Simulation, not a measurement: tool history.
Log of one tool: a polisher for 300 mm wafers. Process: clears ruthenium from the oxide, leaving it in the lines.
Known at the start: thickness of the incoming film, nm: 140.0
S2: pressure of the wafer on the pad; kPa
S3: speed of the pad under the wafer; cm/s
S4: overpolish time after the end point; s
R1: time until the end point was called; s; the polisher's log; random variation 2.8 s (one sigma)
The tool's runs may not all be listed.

{"run": 1, "day": 0.0, "flow of slurry (ml/min)": 165, "S2": 15.2, "S3": 114, "S4": 14, "R1": 129.4}
{"run": 2, "day": 0.238, "flow of slurry (ml/min)": 165, "S2": 14.5, "S3": 112, "S4": 14, "R1": 136.15}
{"run": 3, "day": 0.45, "flow of slurry (ml/min)": 165, "S2": 14.5, "S3": 112, "S4": 14, "R1": 136.33}
{"run": 4, "day": 0.712, "flow of slurry (ml/min)": 165, "S2": 14.5, "S3": 112, "S4": 15, "R1": 135.14}
{"run": 5, "day": 0.875, "flow of slurry (ml/min)": 165, "S2": 14.5, "S3": 140, "S4": 15, "R1": 107.93}
{"run": 6, "day": 1.196, "flow of slurry (ml/min)": 165, "S2": 13.8, "S3": 136, "S4": 15, "R1": 117.63}
{"run": 7, "day": 1.425, "flow of slurry (ml/min)": 165, "S2": 13.1, "S3": 132, "S4": 15, "R1": 125.5}
{"run": 8, "day": 1.479, "flow of slurry (ml/min)": 165, "S2": 12.4, "S3": 128, "S4": 15, "R1": 135.23}

Run 9 comes next. What will it give?
{"run": 9, "day": 1.733, "flow of slurry (ml/min)": 165, "S2": 11.7, "S3": 124, "S4": 15, "R1": "?"}

{"run 9": {"R1": 148.58}}
